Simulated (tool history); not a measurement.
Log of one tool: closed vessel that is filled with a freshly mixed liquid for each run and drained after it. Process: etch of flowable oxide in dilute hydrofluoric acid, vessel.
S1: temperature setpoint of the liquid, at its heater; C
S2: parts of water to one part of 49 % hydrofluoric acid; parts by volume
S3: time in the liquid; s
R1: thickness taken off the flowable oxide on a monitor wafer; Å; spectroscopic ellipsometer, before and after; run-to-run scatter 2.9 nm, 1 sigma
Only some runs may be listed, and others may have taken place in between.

Run 1, day 0.000: S1 24.0 C, S2 110 parts by volume, S3 400 s. Result: R1 846.26 Å.
Run 2, day 0.192: S1 24.0 C, S2 75 parts by volume, S3 400 s. Result: R1 1306.40 Å.
Run 3, day 0.246: S1 22.0 C, S2 75 parts by volume, S3 400 s. Result: R1 1211.00 Å.
Run 4, day 0.583: S1 23.5 C, S2 75 parts by volume, S3 400 s. Result: R1 1277.50 Å.
Run 5, day 0.950: S1 25.5 C, S2 60 parts by volume, S3 400 s. Result: R1 1755.50 Å.
Run 6, day 1.246: S1 25.5 C, S2 60 parts by volume, S3 425 s. Result: R1 1866.90 Å.
Run 7, day 1.483: S1 29.5 C, S2 30 parts by volume, S3 425 s. Result: R1 4673.30 Å.

Predict the results of run 8:
Run 8, day 1.521: S1 25.5 C, S2 30 parts by volume, S3 425 s. Result: R1 ?.

R1: 3922.30 Å
